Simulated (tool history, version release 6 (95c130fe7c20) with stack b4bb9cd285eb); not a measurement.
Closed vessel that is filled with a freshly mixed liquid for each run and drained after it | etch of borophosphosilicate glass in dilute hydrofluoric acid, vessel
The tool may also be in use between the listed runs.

run	day	temperature setpoint of the liquid (K)	parts of water to one part of 49 % hydrofluoric acid (parts by volume)	time in the liquid (s)	thickness taken off the borophosphosilicate glass on a monitor wafer (angstrom)
1	0.000	295.15	110	95	478.42
2	0.150	296.65	110	95	509.85
3	0.254	296.65	110	95	507.70
4	0.504	297.65	110	95	527.04
5	0.600	295.65	110	95	487.54
6	0.700	295.65	110	105	545.02
7	1.000	297.15	110	105	576.27
8	1.350	298.15	110	105	594.59

Run 9, settings as shown, results not yet in. Your forecast:
9	1.708	299.15	110	105	?

Logged for run 9: thickness taken off the borophosphosilicate glass on a monitor wafer (angstrom) 622.73.
